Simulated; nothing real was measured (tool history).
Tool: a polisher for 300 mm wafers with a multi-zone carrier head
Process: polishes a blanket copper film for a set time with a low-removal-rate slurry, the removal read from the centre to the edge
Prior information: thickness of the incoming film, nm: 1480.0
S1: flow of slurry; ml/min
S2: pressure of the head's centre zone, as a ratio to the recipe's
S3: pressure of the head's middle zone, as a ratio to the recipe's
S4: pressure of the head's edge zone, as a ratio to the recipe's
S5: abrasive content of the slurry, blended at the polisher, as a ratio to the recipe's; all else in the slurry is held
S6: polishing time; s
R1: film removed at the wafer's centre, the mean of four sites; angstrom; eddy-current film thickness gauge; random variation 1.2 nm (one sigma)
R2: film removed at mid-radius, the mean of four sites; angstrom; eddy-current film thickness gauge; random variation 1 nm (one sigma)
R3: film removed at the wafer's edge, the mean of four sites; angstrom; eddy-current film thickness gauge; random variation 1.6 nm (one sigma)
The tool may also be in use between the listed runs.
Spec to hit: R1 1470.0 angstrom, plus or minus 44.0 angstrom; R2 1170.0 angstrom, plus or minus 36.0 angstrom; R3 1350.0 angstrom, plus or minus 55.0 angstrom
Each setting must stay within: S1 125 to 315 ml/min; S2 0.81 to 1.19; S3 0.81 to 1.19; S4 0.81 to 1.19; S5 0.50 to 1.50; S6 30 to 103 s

| run | hour | S1 | S2 | S3 | S4 | S5 | S6 | R1 | R2 | R3 |
|---|---|---|---|---|---|---|---|---|---|---|
| 1 | 0.0 | 205 | 1.00 | 1.00 | 1.00 | 1.00 | 66 | 2171.0 | 2138.5 | 2116.9 |
| 2 | 7.6 | 195 | 1.01 | 0.95 | 0.99 | 0.85 | 60 | 1871.2 | 1793.7 | 1865.7 |
| 3 | 8.2 | 190 | 1.04 | 0.91 | 0.97 | 0.75 | 56 | 1751.9 | 1560.8 | 1646.2 |
| 4 | 8.9 | 190 | 0.96 | 0.91 | 0.97 | 0.75 | 56 | 1598.7 | 1538.2 | 1681.1 |
| 5 | 12.5 | 185 | 0.99 | 0.88 | 0.96 | 0.70 | 54 | 1556.9 | 1458.1 | 1611.1 |
| 6 | 13.0 | 185 | 0.99 | 0.88 | 0.96 | 0.55 | 54 | 1480.8 | 1348.8 | 1454.0 |
| 7 | 19.4 | 180 | 1.02 | 0.86 | 0.97 | 0.55 | 53 | 1476.5 | 1324.4 | 1456.2 |
|  | 21.6 | worn pad replaced by a new one |
| 8 | 21.6 | 190 | 1.12 | 0.81 | 0.99 | 0.50 | 44 | 1418.2 | 1123.1 | 1283.1 |
| 9 | 26.2 | 200 | 1.12 | 0.81 | 1.00 | 0.50 | 44 | 1452.3 | 1121.9 | 1302.7 |
| 10 | 28.8 | 205 | 1.12 | 0.82 | 1.01 | 0.50 | 44 | 1442.6 | 1134.3 | 1311.7 |

Consider the 5 candidate settings below. Which is the only one whose results all fall within their allowed miss of target?
| A | 31.4 | 175 | 1.18 | 0.87 | 0.96 | 0.50 | 44 | ? | ? | ? |
| B | 31.4 | 205 | 1.11 | 0.84 | 1.02 | 0.50 | 43 | ? | ? | ? |
| C | 31.4 | 170 | 1.10 | 0.82 | 1.00 | 0.50 | 47 | ? | ? | ? |
| D | 31.4 | 210 | 1.07 | 0.82 | 1.13 | 0.50 | 43 | ? | ? | ? |
| E | 31.4 | 135 | 1.11 | 0.88 | 0.97 | 0.50 | 47 | ? | ? | ? |

| move | R1 | R2 | R3 |
|---|---|---|---|
| A | 1478.6 | 1125.4 | 1257.0 |
| B | 1402.1 | 1105.8 | 1290.6 |
| C | 1464.3 | 1152.9 | 1364.4 |
| D | 1357.7 | 1093.6 | 1362.5 |
| E | 1394.0 | 1143.9 | 1294.9 |
A: misses by more than the last run did
B: misses by more than the last run did
C: every result lands within tolerance
D: misses by more than the last run did
E: brings the result that was furthest off to its target, and leaves another outside
Go with C: it meets all targets.
